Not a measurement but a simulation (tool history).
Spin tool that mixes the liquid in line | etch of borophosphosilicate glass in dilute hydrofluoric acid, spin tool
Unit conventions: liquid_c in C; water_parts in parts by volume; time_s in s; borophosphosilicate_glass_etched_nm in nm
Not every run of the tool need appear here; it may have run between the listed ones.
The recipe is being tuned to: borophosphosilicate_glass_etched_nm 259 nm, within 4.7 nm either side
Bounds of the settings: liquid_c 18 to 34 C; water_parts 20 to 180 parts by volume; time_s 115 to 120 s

| run | hour | liquid_c | water_parts | time_s | borophosphosilicate_glass_etched_nm |
|---|---|---|---|---|---|
| 1 | 0 | 26 | 100 | 115 | 81.147 |
| 2 | 7.9 | 26 | 100 | 115 | 80.322 |
| 3 | 16.7 | 26 | 135 | 115 | 58.035 |
| 4 | 20.8 | 28.5 | 100 | 115 | 89.5 |
| 5 | 24.4 | 28.5 | 100 | 115 | 90.068 |
| 6 | 29.9 | 30 | 75 | 115 | 131.7 |
| 7 | 36.1 | 31.5 | 60 | 115 | 176.6 |
| 8 | 39.7 | 32.5 | 55 | 115 | 203.5 |
| 9 | 48.8 | 34 | 40 | 115 | 303.46 |
| 10 | 57.8 | 33.5 | 40 | 115 | 294.95 |
| 11 | 65.9 | 33 | 40 | 115 | 290.86 |

5 candidate next runs follow, results not yet known. Just one meets every target within its allowed miss. Identify it.
| A | 74 | 32 | 45 | 115 | ? |
| B | 74 | 29 | 40 | 120 | ? |
| C | 74 | 31 | 45 | 120 | ? |
| D | 74 | 34 | 50 | 120 | ? |
| E | 74 | 27.5 | 40 | 120 | ? |

| move | borophosphosilicate_glass_etched_nm |
|---|---|
| A | 247.19 |
| B | 259.89 |
| C | 248.08 |
| D | 248.61 |
| E | 244.7 |
A: takes the biggest miss from the last run beyond its target
B: all results in spec
C: takes the biggest miss from the last run beyond its target
D: takes the biggest miss from the last run beyond its target
E: takes the biggest miss from the last run beyond its target
B meets every target.

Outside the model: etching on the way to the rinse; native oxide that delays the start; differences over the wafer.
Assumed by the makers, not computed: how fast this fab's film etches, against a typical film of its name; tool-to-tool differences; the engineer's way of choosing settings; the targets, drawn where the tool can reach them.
